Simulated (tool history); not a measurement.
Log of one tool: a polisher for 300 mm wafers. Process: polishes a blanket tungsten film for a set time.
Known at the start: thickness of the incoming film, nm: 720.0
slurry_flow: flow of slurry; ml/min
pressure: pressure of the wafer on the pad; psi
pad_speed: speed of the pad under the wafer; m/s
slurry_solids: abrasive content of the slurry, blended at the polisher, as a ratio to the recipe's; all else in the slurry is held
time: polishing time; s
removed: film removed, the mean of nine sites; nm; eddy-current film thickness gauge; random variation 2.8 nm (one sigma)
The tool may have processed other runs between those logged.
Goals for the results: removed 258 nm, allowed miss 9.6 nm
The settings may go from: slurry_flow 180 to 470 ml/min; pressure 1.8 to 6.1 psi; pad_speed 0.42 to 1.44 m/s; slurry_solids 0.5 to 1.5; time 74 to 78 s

run	hour	slurry_flow	pressure	pad_speed	slurry_solids	time	removed
1	0	300	3.9	0.92	1	74	317.4
2	6.2	300	4.2	0.92	1	74	334.27
3	8.6	300	3.5	0.92	1	74	289.82
4	12.4	300	3.5	0.92	0.9	74	280.7
# hour 16.6: worn pad replaced by a new one
5	16.6	370	3.5	0.92	0.9	74	309.6
6	17.7	340	3.5	0.92	0.9	74	309.91
7	22.2	320	3.5	0.92	0.9	74	310.6
8	28.3	310	3.4	0.92	0.9	74	302.39

Pick the move, out of 4, that brings all results within their allowed miss; only one does.
A	34.4	315	3.5	0.86	0.8	74	?
B	34.4	310	2.6	0.86	0.95	75	?
C	34.4	415	3.4	0.7	1	74	?
D	34.4	280	3.3	0.76	1	77	?

move	removed
A	282.59
B	234.17
C	241.68
D	258.22
A: better than the last run, though not everything is in spec
B: the result that was furthest off in the last run now lies on the other side of its target
C: the result that was furthest off in the last run now lies on the other side of its target
D: meets every target
D meets every target.

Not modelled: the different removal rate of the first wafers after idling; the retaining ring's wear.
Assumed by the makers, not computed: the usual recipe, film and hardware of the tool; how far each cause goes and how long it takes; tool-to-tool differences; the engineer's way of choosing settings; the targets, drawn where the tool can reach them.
